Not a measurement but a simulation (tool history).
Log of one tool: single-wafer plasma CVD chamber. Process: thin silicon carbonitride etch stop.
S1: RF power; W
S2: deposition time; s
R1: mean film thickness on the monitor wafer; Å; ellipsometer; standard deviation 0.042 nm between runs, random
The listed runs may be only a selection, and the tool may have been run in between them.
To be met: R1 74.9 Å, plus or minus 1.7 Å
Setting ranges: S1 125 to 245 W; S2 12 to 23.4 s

| run | hour | S1 | S2 | R1 |
|---|---|---|---|---|
| 1 | 0 | 185 | 17.7 | 97.951 |
| 2 | 6.9 | 205 | 17.7 | 100.1 |
| 3 | 11.9 | 220 | 17.7 | 100.19 |
| 4 | 12.6 | 220 | 16.2 | 92.327 |
| 5 | 16 | 215 | 15.1 | 86.518 |
| 6 | 21.9 | 210 | 14.4 | 81.3 |
| 7 | 22.6 | 205 | 14.1 | 78.499 |
| 8 | 28.3 | 200 | 14 | 78.245 |
| 9 | 36.6 | 200 | 14 | 78.109 |
| 10 | 42.1 | 195 | 13.9 | 77.135 |

Which one of the following 5 next-run settings gets every result inside its allowed miss? There is exactly one.
| A | 47.6 | 190 | 13.4 | ? |
| B | 47.6 | 190 | 13 | ? |
| C | 47.6 | 205 | 12.8 | ? |
| D | 47.6 | 205 | 12.5 | ? |
| E | 47.6 | 190 | 13.1 | ? |

| move | R1 |
|---|---|
| A | 73.371 |
| B | 71.181 |
| C | 71.364 |
| D | 69.692 |
| E | 71.728 |
A: hits every target within its allowed miss
B: takes the biggest miss from the last run beyond its target
C: takes the biggest miss from the last run beyond its target
D: takes the biggest miss from the last run beyond its target
E: takes the biggest miss from the last run beyond its target
A meets every target.
